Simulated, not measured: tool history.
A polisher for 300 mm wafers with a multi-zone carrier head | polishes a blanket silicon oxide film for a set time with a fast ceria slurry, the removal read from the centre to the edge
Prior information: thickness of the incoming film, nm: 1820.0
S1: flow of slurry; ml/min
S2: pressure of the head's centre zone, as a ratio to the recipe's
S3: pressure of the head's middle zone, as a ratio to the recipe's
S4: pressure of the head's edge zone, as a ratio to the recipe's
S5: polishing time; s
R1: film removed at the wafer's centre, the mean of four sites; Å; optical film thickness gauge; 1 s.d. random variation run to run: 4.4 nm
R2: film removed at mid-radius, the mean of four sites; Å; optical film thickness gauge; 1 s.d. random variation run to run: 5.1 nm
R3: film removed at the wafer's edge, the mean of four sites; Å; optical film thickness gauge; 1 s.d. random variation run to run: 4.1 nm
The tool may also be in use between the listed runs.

Run 1, hour 0.0: S1 265 ml/min, S2 1.00, S3 1.00, S4 1.00, S5 60 s. Result: R1 6891.5 Å, R2 7097.6 Å, R3 6774.3 Å.
Run 2, hour 7.6: S1 260 ml/min, S2 1.01, S3 1.00, S4 0.97, S5 60 s. Result: R1 7023.0 Å, R2 6981.7 Å, R3 6741.2 Å.
Run 3, hour 16.1: S1 260 ml/min, S2 1.02, S3 1.02, S4 0.95, S5 59 s. Result: R1 6920.8 Å, R2 7197.5 Å, R3 6552.0 Å.
Run 4, hour 19.9: S1 260 ml/min, S2 1.09, S3 1.02, S4 0.95, S5 59 s. Result: R1 7354.2 Å, R2 7004.7 Å, R3 6525.2 Å.
Run 5, hour 20.5: S1 320 ml/min, S2 1.09, S3 1.02, S4 0.95, S5 59 s. Result: R1 7585.3 Å, R2 7227.0 Å, R3 6662.0 Å.
Run 6, hour 22.8: S1 265 ml/min, S2 1.09, S3 1.02, S4 0.95, S5 59 s. Result: R1 7451.6 Å, R2 7093.9 Å, R3 6559.3 Å.
Run 7, hour 26.3: S1 260 ml/min, S2 1.09, S3 1.02, S4 0.93, S5 58 s. Result: R1 7276.2 Å, R2 6910.6 Å, R3 6378.5 Å.
Run 8, hour 28.2: S1 255 ml/min, S2 1.09, S3 1.02, S4 0.91, S5 58 s. Result: R1 7115.6 Å, R2 6823.1 Å, R3 6277.8 Å.
Run 9, hour 30.6: S1 250 ml/min, S2 1.09, S3 1.03, S4 0.89, S5 58 s. Result: R1 7101.7 Å, R2 6870.9 Å, R3 6198.4 Å.
Run 10, hour 37.9: S1 245 ml/min, S2 1.09, S3 1.04, S4 0.88, S5 58 s. Result: R1 7220.9 Å, R2 7001.9 Å, R3 6241.4 Å.
Run 11, hour 42.7: S1 240 ml/min, S2 1.09, S3 1.04, S4 0.87, S5 58 s. Result: R1 7118.4 Å, R2 6878.9 Å, R3 6108.7 Å.

Expected results for the next run?
Run 12, hour 43.2: S1 235 ml/min, S2 1.09, S3 1.04, S4 0.86, S5 58 s. Result: R1 ?, R2 ?, R3 ?.

{"run 12": {"R1": 7210.2, "R2": 6920.9, "R3": 6110.5}}
